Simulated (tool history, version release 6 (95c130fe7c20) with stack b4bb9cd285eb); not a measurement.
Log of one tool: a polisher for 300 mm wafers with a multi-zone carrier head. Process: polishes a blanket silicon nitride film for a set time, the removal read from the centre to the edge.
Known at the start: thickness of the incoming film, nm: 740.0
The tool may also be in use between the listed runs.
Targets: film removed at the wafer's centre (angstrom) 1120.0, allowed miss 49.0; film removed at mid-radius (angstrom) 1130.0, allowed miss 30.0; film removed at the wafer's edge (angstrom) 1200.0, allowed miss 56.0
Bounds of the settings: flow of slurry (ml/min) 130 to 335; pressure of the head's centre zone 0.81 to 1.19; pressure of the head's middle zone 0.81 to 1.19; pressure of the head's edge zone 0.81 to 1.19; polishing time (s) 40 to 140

run,hour,flow of slurry (ml/min),pressure of the head's centre zone,pressure of the head's middle zone,pressure of the head's edge zone,polishing time (s),film removed at the wafer's centre (angstrom),film removed at mid-radius (angstrom),film removed at the wafer's edge (angstrom)
1,0.0,215,1.00,1.00,1.00,90,1713.7,1649.3,1652.5
2,6.3,265,1.00,1.00,1.00,90,1749.8,1711.0,1662.8
3,11.7,265,0.95,1.00,1.00,90,1642.6,1697.9,1733.5
4,19.2,265,0.94,0.99,0.98,84,1523.8,1564.0,1558.0
5,22.5,265,0.94,0.95,0.98,84,1495.7,1536.6,1563.1
6,29.7,220,0.94,0.95,0.98,84,1498.7,1493.4,1525.0
7,37.1,220,0.94,0.95,0.98,84,1498.0,1510.6,1567.6
8,43.0,220,0.93,0.93,0.97,80,1410.7,1402.8,1461.4
9,46.2,220,0.91,0.91,0.95,78,1344.2,1347.5,1407.4
10,52.7,215,0.90,0.89,0.93,76,1270.1,1291.8,1347.2

5 next moves are on the table. One of them brings every result within its allowed miss. Which?
A,59.2,140,1.08,0.81,1.14,74,?,?,?
B,59.2,215,0.98,0.91,0.89,61,?,?,?
C,59.2,205,0.92,0.82,1.02,75,?,?,?
D,59.2,200,0.91,0.82,0.98,66,?,?,?
E,59.2,205,0.89,0.88,0.95,67,?,?,?

move,film removed at the wafer's centre (angstrom),film removed at mid-radius (angstrom),film removed at the wafer's edge (angstrom)
A,1421.2,1125.9,1425.1
B,1117.1,1053.4,1075.0
C,1281.4,1198.6,1406.1
D,1112.3,1052.3,1211.5
E,1107.5,1125.1,1213.2
A: brings the result that was furthest off to its target, and leaves another outside
B: takes the result that was furthest off past its target
C: nearer than the last run, and not there yet
D: takes the result that was furthest off past its target
E: meets every target
Move E is the one to make.
